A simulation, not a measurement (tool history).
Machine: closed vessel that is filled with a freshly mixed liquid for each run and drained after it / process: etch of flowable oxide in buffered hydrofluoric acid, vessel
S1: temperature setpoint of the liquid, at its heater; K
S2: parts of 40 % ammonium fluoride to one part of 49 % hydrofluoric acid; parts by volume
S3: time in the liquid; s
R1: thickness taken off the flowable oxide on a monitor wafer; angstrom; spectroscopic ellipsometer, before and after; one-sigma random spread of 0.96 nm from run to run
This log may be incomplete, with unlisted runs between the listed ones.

Run 1, day 0: S1 293.15 K, S2 8.5 parts by volume, S3 90 s. Result: R1 2724.6 angstrom.
Run 2, day 0.358: S1 293.15 K, S2 6.5 parts by volume, S3 90 s. Result: R1 3589.9 angstrom.
Run 3, day 0.496: S1 293.15 K, S2 7.5 parts by volume, S3 90 s. Result: R1 3095.5 angstrom.
Run 4, day 0.708: S1 294.65 K, S2 7.5 parts by volume, S3 90 s. Result: R1 3366.6 angstrom.
Run 5, day 0.817: S1 294.15 K, S2 8 parts by volume, S3 90 s. Result: R1 3056.2 angstrom.
Run 6, day 0.871: S1 292.15 K, S2 8 parts by volume, S3 90 s. Result: R1 2716.9 angstrom.
Run 7, day 1.033: S1 292.15 K, S2 8.5 parts by volume, S3 90 s. Result: R1 2556.9 angstrom.

The next listed run, before its measurement:
Run 8, day 1.288: S1 292.15 K, S2 9 parts by volume, S3 90 s. Result: R1 ?.

Run 8 gave R1 2402.6 angstrom.

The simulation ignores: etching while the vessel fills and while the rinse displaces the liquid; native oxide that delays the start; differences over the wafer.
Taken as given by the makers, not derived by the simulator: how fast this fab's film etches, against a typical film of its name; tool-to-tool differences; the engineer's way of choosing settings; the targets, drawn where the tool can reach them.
